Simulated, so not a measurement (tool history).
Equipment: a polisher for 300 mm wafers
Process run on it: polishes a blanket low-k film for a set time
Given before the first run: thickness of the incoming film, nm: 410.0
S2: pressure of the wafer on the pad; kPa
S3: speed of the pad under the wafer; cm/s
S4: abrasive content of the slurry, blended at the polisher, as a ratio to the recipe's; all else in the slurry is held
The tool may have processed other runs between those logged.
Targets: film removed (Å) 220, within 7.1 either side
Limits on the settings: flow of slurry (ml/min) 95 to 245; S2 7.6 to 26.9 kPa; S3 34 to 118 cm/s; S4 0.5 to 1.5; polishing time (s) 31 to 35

{"run": 1, "hour": 0.0, "flow of slurry (ml/min)": 155, "S2": 17.2, "S3": 76, "S4": 1, "polishing time (s)": 35, "film removed (Å)": 154.82}
{"run": 2, "hour": 7.7, "flow of slurry (ml/min)": 155, "S2": 17.2, "S3": 64, "S4": 1, "polishing time (s)": 35, "film removed (Å)": 137.81}
{"run": 3, "hour": 12.3, "flow of slurry (ml/min)": 160, "S2": 18.6, "S3": 64, "S4": 1, "polishing time (s)": 35, "film removed (Å)": 150.64}
{"run": 4, "hour": 17.0, "flow of slurry (ml/min)": 165, "S2": 20, "S3": 64, "S4": 1, "polishing time (s)": 35, "film removed (Å)": 159.51}
{"run": 5, "hour": 21.6, "flow of slurry (ml/min)": 165, "S2": 21.4, "S3": 64, "S4": 1, "polishing time (s)": 35, "film removed (Å)": 171.95}
{"run": 6, "hour": 25.9, "flow of slurry (ml/min)": 165, "S2": 22.1, "S3": 64, "S4": 1, "polishing time (s)": 35, "film removed (Å)": 175.92}
{"run": 7, "hour": 28.6, "flow of slurry (ml/min)": 170, "S2": 22.8, "S3": 64, "S4": 1, "polishing time (s)": 35, "film removed (Å)": 185.99}
{"run": 8, "hour": 36.5, "flow of slurry (ml/min)": 175, "S2": 23.4, "S3": 64, "S4": 1, "polishing time (s)": 35, "film removed (Å)": 186.91}
{"run": 9, "hour": 44.1, "flow of slurry (ml/min)": 175, "S2": 24.1, "S3": 64, "S4": 1, "polishing time (s)": 35, "film removed (Å)": 195.55}
{"run": 10, "hour": 51.6, "flow of slurry (ml/min)": 175, "S2": 24.8, "S3": 64, "S4": 1, "polishing time (s)": 35, "film removed (Å)": 201.16}
{"run": 11, "hour": 52.9, "flow of slurry (ml/min)": 175, "S2": 25.5, "S3": 64, "S4": 1, "polishing time (s)": 35, "film removed (Å)": 209.68}
{"run": 12, "hour": 61.2, "flow of slurry (ml/min)": 175, "S2": 26.2, "S3": 64, "S4": 1, "polishing time (s)": 35, "film removed (Å)": 209.39}
{"run": 13, "hour": 64.6, "flow of slurry (ml/min)": 180, "S2": 26.2, "S3": 64, "S4": 1, "polishing time (s)": 35, "film removed (Å)": 210.9}

4 candidate next runs follow, results not yet known. Just one meets every target within its allowed miss. Identify it.
{"run": "A", "hour": 68.0, "flow of slurry (ml/min)": 170, "S2": 26.9, "S3": 66, "S4": 0.8, "polishing time (s)": 35, "film removed (Å)": "?"}
{"run": "B", "hour": 68.0, "flow of slurry (ml/min)": 205, "S2": 25.5, "S3": 74, "S4": 0.7, "polishing time (s)": 34, "film removed (Å)": "?"}
{"run": "C", "hour": 68.0, "flow of slurry (ml/min)": 180, "S2": 26.9, "S3": 62, "S4": 0.9, "polishing time (s)": 35, "film removed (Å)": "?"}
{"run": "D", "hour": 68.0, "flow of slurry (ml/min)": 190, "S2": 26.9, "S3": 66, "S4": 0.9, "polishing time (s)": 35, "film removed (Å)": "?"}

move=A film_removed_(Å)=204.79
move=B film_removed_(Å)=203.15
move=C film_removed_(Å)=204.49
move=D film_removed_(Å)=215.91
A: moves away from the targets compared with the last run
B: moves away from the targets compared with the last run
C: moves away from the targets compared with the last run
D: meets every target
Move D is the one to make.
